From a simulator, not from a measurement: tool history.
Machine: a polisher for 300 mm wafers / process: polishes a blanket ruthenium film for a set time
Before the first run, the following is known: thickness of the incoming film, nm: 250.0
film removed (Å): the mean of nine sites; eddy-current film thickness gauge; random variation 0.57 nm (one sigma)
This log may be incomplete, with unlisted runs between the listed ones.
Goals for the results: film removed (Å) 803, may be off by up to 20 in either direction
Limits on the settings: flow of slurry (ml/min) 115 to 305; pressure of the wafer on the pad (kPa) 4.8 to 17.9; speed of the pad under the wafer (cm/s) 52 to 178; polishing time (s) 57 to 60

run,hour,flow of slurry (ml/min),pressure of the wafer on the pad (kPa),speed of the pad under the wafer (cm/s),polishing time (s),film removed (Å)
1,0,195,11,114,57,473.88
2,2.7,195,9.7,114,57,421.32
3,3.9,195,9.7,114,57,419.65
4,4.9,160,9.7,114,57,405.47
5,7.7,180,9.7,114,57,415.8
6,13.9,180,9.7,114,57,415.24
7,18.3,230,13.1,116,57,585.65
8,26.7,235,13.8,116,57,619.77
9,27.9,240,14.5,116,57,649.06
10,35.4,240,14.5,116,57,640.4
11,40.8,245,15.2,116,57,673.29
12,46.6,250,15.9,116,57,707.57
13,54.3,255,15.9,116,57,716.1
14,60.8,260,15.9,116,57,706.1
15,68.8,260,17.2,116,57,776.61
16,75.5,265,17.2,116,57,775.57

Exactly one of the 5 candidate moves below puts every result within its allowed miss. Which one?
A,82.2,230,13.8,132,60,?
B,82.2,270,17.2,116,59,?
C,82.2,260,15.9,126,57,?
D,82.2,270,16.5,112,58,?
E,82.2,260,15.9,122,57,?

move,film removed (Å)
A,736.53
B,808
C,776.65
D,737.61
E,752.67
A: moves away from the targets compared with the last run
B: each result inside its tolerance
C: roughly where the last run was
D: moves away from the targets compared with the last run
E: moves away from the targets compared with the last run
The right move is B.

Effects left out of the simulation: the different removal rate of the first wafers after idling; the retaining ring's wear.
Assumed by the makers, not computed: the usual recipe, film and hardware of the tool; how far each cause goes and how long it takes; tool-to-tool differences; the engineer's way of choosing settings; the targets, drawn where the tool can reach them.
